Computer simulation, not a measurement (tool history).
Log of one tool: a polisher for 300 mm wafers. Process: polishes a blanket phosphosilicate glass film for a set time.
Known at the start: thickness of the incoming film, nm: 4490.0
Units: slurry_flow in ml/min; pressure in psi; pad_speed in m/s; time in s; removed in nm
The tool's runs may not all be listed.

run 1 hour=0.0 | slurry_flow=280 pressure=2.7 pad_speed=1.12 slurry_solids=1.0 time=42 | removed=315.49
run 2 hour=1.1 | slurry_flow=280 pressure=2.5 pad_speed=1.12 slurry_solids=1.0 time=42 | removed=292.40
run 3 hour=5.8 | slurry_flow=280 pressure=2.5 pad_speed=1.12 slurry_solids=1.2 time=42 | removed=315.59
run 4 hour=10.6 | slurry_flow=280 pressure=2.0 pad_speed=1.12 slurry_solids=1.2 time=42 | removed=254.75
run 5 hour=18.8 | slurry_flow=280 pressure=2.0 pad_speed=1.24 slurry_solids=1.2 time=42 | removed=277.79
run 6 hour=27.1 | slurry_flow=280 pressure=1.8 pad_speed=1.08 slurry_solids=1.2 time=42 | removed=228.21
run 7 hour=31.8 | slurry_flow=280 pressure=1.6 pad_speed=0.98 slurry_solids=1.2 time=42 | removed=190.50
run 8 hour=32.6 | slurry_flow=280 pressure=1.5 pad_speed=0.92 slurry_solids=1.2 time=42 | removed=174.36
run 9 hour=36.5 | slurry_flow=280 pressure=1.4 pad_speed=0.88 slurry_solids=1.2 time=42 | removed=158.68

The next listed run, before its measurement:
run 10 hour=44.5 | slurry_flow=280 pressure=1.4 pad_speed=0.86 slurry_solids=1.2 time=42 | removed=?

removed: 154.60 nm

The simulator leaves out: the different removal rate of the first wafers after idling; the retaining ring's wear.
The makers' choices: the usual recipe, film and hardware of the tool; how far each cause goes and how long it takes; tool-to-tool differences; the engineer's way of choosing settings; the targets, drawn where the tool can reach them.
